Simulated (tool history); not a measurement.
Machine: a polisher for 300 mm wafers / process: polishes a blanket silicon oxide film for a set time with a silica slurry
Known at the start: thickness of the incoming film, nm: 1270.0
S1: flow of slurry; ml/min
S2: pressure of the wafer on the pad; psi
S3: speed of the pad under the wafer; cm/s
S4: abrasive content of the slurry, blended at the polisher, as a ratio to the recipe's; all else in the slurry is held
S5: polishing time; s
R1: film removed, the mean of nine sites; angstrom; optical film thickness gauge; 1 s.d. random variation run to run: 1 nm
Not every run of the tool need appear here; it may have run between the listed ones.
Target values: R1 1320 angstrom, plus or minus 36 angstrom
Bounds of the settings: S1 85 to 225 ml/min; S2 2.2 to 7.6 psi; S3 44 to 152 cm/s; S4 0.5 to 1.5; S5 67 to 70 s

Run 1, hour 0: S1 145 ml/min, S2 4.9 psi, S3 98 cm/s, S4 1, S5 67 s. Result: R1 2202.8 angstrom.
Run 2, hour 8.8: S1 145 ml/min, S2 4.9 psi, S3 98 cm/s, S4 1, S5 70 s. Result: R1 2302.1 angstrom.
Run 3, hour 13.2: S1 140 ml/min, S2 4.5 psi, S3 98 cm/s, S4 1, S5 70 s. Result: R1 2125.4 angstrom.
Run 4, hour 13.7: S1 140 ml/min, S2 4.5 psi, S3 88 cm/s, S4 1, S5 70 s. Result: R1 2016.6 angstrom.
Run 5, hour 18.9: S1 135 ml/min, S2 4.2 psi, S3 88 cm/s, S4 1, S5 70 s. Result: R1 1875.8 angstrom.
Run 6, hour 20.9: S1 135 ml/min, S2 4.2 psi, S3 88 cm/s, S4 0.85, S5 70 s. Result: R1 1716.7 angstrom.
Run 7, hour 29.8: S1 110 ml/min, S2 2.9 psi, S3 88 cm/s, S4 0.85, S5 70 s. Result: R1 1165.3 angstrom.
Run 8, hour 36.9: S1 115 ml/min, S2 2.9 psi, S3 88 cm/s, S4 0.85, S5 70 s. Result: R1 1192.3 angstrom.
Run 9, hour 37.8: S1 120 ml/min, S2 2.9 psi, S3 88 cm/s, S4 0.85, S5 70 s. Result: R1 1207.3 angstrom.
Run 10, hour 42.3: S1 125 ml/min, S2 2.9 psi, S3 88 cm/s, S4 0.85, S5 70 s. Result: R1 1211.2 angstrom.
Run 11, hour 49.8: S1 130 ml/min, S2 2.9 psi, S3 88 cm/s, S4 0.85, S5 70 s. Result: R1 1226.9 angstrom.

Next run, 4 choices. One meets every target within its allowed miss, the rest don't. Which?
Run A, hour 57.3: S1 135 ml/min, S2 3.1 psi, S3 86 cm/s, S4 0.8, S5 69 s. Result: R1 ?.
Run B, hour 57.3: S1 135 ml/min, S2 3 psi, S3 90 cm/s, S4 0.9, S5 69 s. Result: R1 ?.
Run C, hour 57.3: S1 140 ml/min, S2 2.8 psi, S3 80 cm/s, S4 0.85, S5 68 s. Result: R1 ?.
Run D, hour 57.3: S1 100 ml/min, S2 3.5 psi, S3 152 cm/s, S4 0.55, S5 70 s. Result: R1 ?.

move      R1
   A  1207.7
   B  1302.3
   C  1109.6
   D  1235.9
A: lands further from the targets than the last run did
B: hits every target within its allowed miss
C: lands further from the targets than the last run did
D: better than the last run, though not everything is in spec
So the answer is move B, the one that meets all the targets.
